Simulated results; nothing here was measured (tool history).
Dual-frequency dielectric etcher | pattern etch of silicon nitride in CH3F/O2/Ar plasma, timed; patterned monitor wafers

| run | day | source power (W) | bias power (W) | etch time (s) | mean etch depth across the wafer (Å) |
|---|---|---|---|---|---|
| 1 | 0 | 530 | 79 | 82.5 | 738.34 |
| 2 | 0.108 | 530 | 79 | 86 | 776.02 |
| 3 | 0.367 | 530 | 79 | 82.5 | 744.07 |
| 4 | 0.608 | 530 | 67 | 82.5 | 721.88 |
| 5 | 0.8 | 530 | 62 | 82.5 | 704.97 |
| 6 | 1.171 | 510 | 61 | 82.5 | 689.79 |

The next listed run, before its measurement:
| 7 | 1.246 | 500 | 61 | 82.5 | ? |

{"run 7": {"mean etch depth across the wafer (Å)": 685.05}}
